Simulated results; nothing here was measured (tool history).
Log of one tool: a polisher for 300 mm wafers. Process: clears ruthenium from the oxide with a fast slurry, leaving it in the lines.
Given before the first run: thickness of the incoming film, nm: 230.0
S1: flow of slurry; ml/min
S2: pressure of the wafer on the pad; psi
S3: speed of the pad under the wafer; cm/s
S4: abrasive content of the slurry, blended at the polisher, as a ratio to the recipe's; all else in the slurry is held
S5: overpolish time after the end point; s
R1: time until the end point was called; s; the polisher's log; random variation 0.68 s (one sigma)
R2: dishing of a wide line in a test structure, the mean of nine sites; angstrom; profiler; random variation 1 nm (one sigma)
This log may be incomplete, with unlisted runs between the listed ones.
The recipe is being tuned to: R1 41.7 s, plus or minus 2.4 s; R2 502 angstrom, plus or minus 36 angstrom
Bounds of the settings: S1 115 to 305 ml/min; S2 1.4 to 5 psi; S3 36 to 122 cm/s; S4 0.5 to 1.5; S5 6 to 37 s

run 1 day=0 | S1=195 S2=3.2 S3=78 S4=1 S5=19 | R1=64.3 R2=557.18
run 2 day=0.279 | S1=195 S2=2.7 S3=78 S4=1 S5=19 | R1=76.76 R2=490.05
run 3 day=0.379 | S1=195 S2=3 S3=78 S4=1 S5=17 | R1=69.648 R2=475.14
run 4 day=0.504 | S1=195 S2=3.3 S3=78 S4=1 S5=16 | R1=62.605 R2=491.08
run 5 day=0.775 | S1=195 S2=3.9 S3=78 S4=1 S5=16 | R1=54.137 R2=577.7
run 6 day=1.012 | S1=195 S2=3.9 S3=78 S4=0.9 S5=16 | R1=57.265 R2=540.97
run 7 day=1.046 | S1=195 S2=4.1 S3=78 S4=0.9 S5=15 | R1=53.605 R2=528.47
run 8 day=1.329 | S1=195 S2=4.1 S3=78 S4=0.9 S5=15 | R1=54.107 R2=515.85
run 9 day=1.362 | S1=195 S2=4.3 S3=78 S4=0.9 S5=14 | R1=52.135 R2=506.86
run 10 day=1.429 | S1=195 S2=4.4 S3=78 S4=0.9 S5=13 | R1=50.137 R2=493.68
run 11 day=1.525 | S1=195 S2=4.5 S3=78 S4=0.9 S5=13 | R1=50.13 R2=508.88
run 12 day=1.896 | S1=195 S2=4.6 S3=80 S4=0.9 S5=12 | R1=48.061 R2=479.51
run 13 day=2.071 | S1=195 S2=4.7 S3=80 S4=0.9 S5=12 | R1=46.048 R2=501.8
run 14 day=2.15 | S1=195 S2=4.8 S3=80 S4=0.9 S5=12 | R1=45.125 R2=489.71

Pick the move, out of 4, that brings all results within their allowed miss; only one does.
run A day=2.229 | S1=210 S2=4.8 S3=88 S4=0.75 S5=12 | R1=? R2=?
run B day=2.229 | S1=255 S2=5 S3=88 S4=0.95 S5=10 | R1=? R2=?
run C day=2.229 | S1=180 S2=4.4 S3=80 S4=0.9 S5=13 | R1=? R2=?
run D day=2.229 | S1=250 S2=5 S3=78 S4=0.95 S5=11 | R1=? R2=?

move=A R1=47.868 R2=489.64
move=B R1=38.16 R2=509.38
move=C R1=50.201 R2=504.02
move=D R1=42.616 R2=502.56
A: moves away from the targets compared with the last run
B: the result that was furthest off in the last run now lies on the other side of its target
C: moves away from the targets compared with the last run
D: each result inside its tolerance
D meets every target.
